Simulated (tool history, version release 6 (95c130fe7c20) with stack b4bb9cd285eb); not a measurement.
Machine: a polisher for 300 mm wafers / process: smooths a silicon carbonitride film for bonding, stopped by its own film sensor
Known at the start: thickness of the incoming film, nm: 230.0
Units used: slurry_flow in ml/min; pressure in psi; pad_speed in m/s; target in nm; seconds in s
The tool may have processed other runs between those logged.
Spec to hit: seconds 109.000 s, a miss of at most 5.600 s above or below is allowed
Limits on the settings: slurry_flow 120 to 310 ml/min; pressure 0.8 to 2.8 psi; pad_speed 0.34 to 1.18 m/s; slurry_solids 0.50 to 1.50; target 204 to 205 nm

Run 1, hour 0.0: slurry_flow 200 ml/min, pressure 1.8 psi, pad_speed 0.76 m/s, slurry_solids 1.00, target 205 nm. Result: seconds 160.250 s.
Run 2, hour 1.9: slurry_flow 200 ml/min, pressure 1.4 psi, pad_speed 0.76 m/s, slurry_solids 1.00, target 205 nm. Result: seconds 190.090 s.
Run 3, hour 5.7: slurry_flow 200 ml/min, pressure 1.7 psi, pad_speed 0.78 m/s, slurry_solids 1.00, target 205 nm. Result: seconds 163.630 s.
Run 4, hour 6.5: slurry_flow 245 ml/min, pressure 1.7 psi, pad_speed 0.78 m/s, slurry_solids 1.00, target 205 nm. Result: seconds 157.290 s.
Run 5, hour 11.2: slurry_flow 295 ml/min, pressure 1.7 psi, pad_speed 0.78 m/s, slurry_solids 1.00, target 205 nm. Result: seconds 154.160 s.
Run 6, hour 12.1: slurry_flow 295 ml/min, pressure 1.9 psi, pad_speed 0.80 m/s, slurry_solids 1.00, target 205 nm. Result: seconds 141.650 s.
At hour 19.7: worn pad replaced by a new one.
Run 7, hour 19.7: slurry_flow 295 ml/min, pressure 1.9 psi, pad_speed 0.80 m/s, slurry_solids 1.00, target 205 nm. Result: seconds 125.100 s.
Run 8, hour 21.3: slurry_flow 295 ml/min, pressure 2.0 psi, pad_speed 0.80 m/s, slurry_solids 1.00, target 205 nm. Result: seconds 121.640 s.
Run 9, hour 28.5: slurry_flow 295 ml/min, pressure 2.1 psi, pad_speed 0.80 m/s, slurry_solids 1.00, target 205 nm. Result: seconds 114.700 s.

5 candidate next runs follow, results not yet known. Just one meets every target within its allowed miss. Identify it.
Run A, hour 35.7: slurry_flow 310 ml/min, pressure 2.6 psi, pad_speed 0.80 m/s, slurry_solids 1.05, target 205 nm. Result: seconds ?.
Run B, hour 35.7: slurry_flow 290 ml/min, pressure 1.9 psi, pad_speed 0.80 m/s, slurry_solids 1.00, target 205 nm. Result: seconds ?.
Run C, hour 35.7: slurry_flow 275 ml/min, pressure 1.7 psi, pad_speed 0.88 m/s, slurry_solids 1.15, target 204 nm. Result: seconds ?.
Run D, hour 35.7: slurry_flow 270 ml/min, pressure 2.0 psi, pad_speed 0.92 m/s, slurry_solids 1.00, target 205 nm. Result: seconds ?.
Run E, hour 35.7: slurry_flow 300 ml/min, pressure 2.1 psi, pad_speed 0.68 m/s, slurry_solids 1.05, target 204 nm. Result: seconds ?.

move  seconds
   A   95.547
   B  127.940
   C  126.350
   D  112.020
   E  133.160
A: moves the result that the last run missed by most past its target, out the other side
B: moves away from the targets compared with the last run
C: moves away from the targets compared with the last run
D: meets every target
E: moves away from the targets compared with the last run
Go with D: it meets all targets.

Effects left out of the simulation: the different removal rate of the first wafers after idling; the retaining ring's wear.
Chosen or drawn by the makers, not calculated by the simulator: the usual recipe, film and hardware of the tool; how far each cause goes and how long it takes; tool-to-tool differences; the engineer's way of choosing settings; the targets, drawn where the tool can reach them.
